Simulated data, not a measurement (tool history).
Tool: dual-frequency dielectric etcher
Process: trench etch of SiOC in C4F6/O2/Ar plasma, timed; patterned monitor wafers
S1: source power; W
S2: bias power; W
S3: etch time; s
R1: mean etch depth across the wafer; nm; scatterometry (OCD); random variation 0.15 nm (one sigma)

run	hour	S1	S2	S3	R1
1	0	460	163	14	26.943
2	3.2	540	163	14	28.987
3	11.4	490	163	14	27.713
4	13.5	530	165	14	28.751
5	18.7	530	165	12.5	25.805
6	22.5	560	182	12.5	27.255
7	30.3	560	182	12.5	27.102
8	32.1	590	187	13	29.261

Run 9 comes next. What will it give?
9	35.1	610	188	13	?

R1: 29.594 nm
